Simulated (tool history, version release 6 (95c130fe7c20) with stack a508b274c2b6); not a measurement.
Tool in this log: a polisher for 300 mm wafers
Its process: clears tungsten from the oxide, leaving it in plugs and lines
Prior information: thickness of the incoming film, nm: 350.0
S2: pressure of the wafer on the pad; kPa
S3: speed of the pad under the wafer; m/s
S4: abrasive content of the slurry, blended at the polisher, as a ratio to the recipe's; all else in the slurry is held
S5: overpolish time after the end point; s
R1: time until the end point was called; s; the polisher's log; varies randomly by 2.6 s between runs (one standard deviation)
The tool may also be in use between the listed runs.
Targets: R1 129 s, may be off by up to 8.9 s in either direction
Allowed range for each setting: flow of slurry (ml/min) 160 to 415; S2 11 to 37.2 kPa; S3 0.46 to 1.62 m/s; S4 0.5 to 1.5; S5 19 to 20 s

Run 1, hour 0: flow of slurry (ml/min) 265, S2 24.1 kPa, S3 1.04 m/s, S4 1, S5 19 s. Result: R1 84.519 s.
Run 2, hour 5.3: flow of slurry (ml/min) 265, S2 22.8 kPa, S3 1.02 m/s, S4 1, S5 19 s. Result: R1 85.275 s.
Run 3, hour 13.1: flow of slurry (ml/min) 265, S2 22.8 kPa, S3 1.02 m/s, S4 1, S5 20 s. Result: R1 87.047 s.
Run 4, hour 13.8: flow of slurry (ml/min) 265, S2 28.3 kPa, S3 1.02 m/s, S4 1, S5 20 s. Result: R1 69.874 s.
Run 5, hour 17.6: flow of slurry (ml/min) 265, S2 26.2 kPa, S3 1 m/s, S4 1, S5 20 s. Result: R1 75.09 s.
Run 6, hour 18.3: flow of slurry (ml/min) 265, S2 22.1 kPa, S3 1 m/s, S4 1, S5 20 s. Result: R1 92.33 s.
Run 7, hour 24.1: flow of slurry (ml/min) 265, S2 20.7 kPa, S3 1 m/s, S4 1, S5 20 s. Result: R1 97.705 s.
Run 8, hour 31.1: flow of slurry (ml/min) 265, S2 20 kPa, S3 1 m/s, S4 1, S5 20 s. Result: R1 102.77 s.
Run 9, hour 34.1: flow of slurry (ml/min) 265, S2 14.5 kPa, S3 0.96 m/s, S4 1, S5 20 s. Result: R1 139.04 s.

Which one of the following 4 next-run settings gets every result inside its allowed miss? There is exactly one.
Run A, hour 37.1: flow of slurry (ml/min) 240, S2 11.7 kPa, S3 1.08 m/s, S4 1.15, S5 20 s. Result: R1 ?.
Run B, hour 37.1: flow of slurry (ml/min) 300, S2 11.7 kPa, S3 1.1 m/s, S4 1.15, S5 20 s. Result: R1 ?.
Run C, hour 37.1: flow of slurry (ml/min) 300, S2 17.9 kPa, S3 0.84 m/s, S4 0.95, S5 20 s. Result: R1 ?.
Run D, hour 37.1: flow of slurry (ml/min) 250, S2 15.9 kPa, S3 0.8 m/s, S4 1.15, S5 20 s. Result: R1 ?.

move      R1
   A  154.99
   B  149.97
   C  130.23
   D  149.12
A: the biggest miss grows against the last run
B: the biggest miss grows against the last run
C: meets every target
D: the biggest miss grows against the last run
The move that meets every target is C.
